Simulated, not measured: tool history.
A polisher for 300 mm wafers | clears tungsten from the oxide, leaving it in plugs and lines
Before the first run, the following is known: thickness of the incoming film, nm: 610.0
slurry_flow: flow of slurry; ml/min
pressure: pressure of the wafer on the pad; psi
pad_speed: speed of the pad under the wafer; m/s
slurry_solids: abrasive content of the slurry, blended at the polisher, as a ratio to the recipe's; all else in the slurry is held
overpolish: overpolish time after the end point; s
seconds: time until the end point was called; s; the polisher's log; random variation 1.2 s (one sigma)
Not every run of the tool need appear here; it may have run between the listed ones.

run,hour,slurry_flow,pressure,pad_speed,slurry_solids,overpolish,seconds
1,0,270,4.5,1.3,1,15,87.898
2,0.9,245,4.5,1.3,1,15,89.277
3,3.9,245,4.5,1.48,1,15,79.428
4,4.9,300,4.5,1.48,1,15,76.833
5,8.3,300,5.5,1.48,1,15,65.374
6,9.8,300,5.5,1.8,1,15,54.412
# hour 16.2: slurry nozzle cleaned
7,16.2,300,4.6,1.76,1,15,60.533

Predict the results of run 8:
8,25,290,3.9,1.68,1,15,?

seconds: 72.316 s
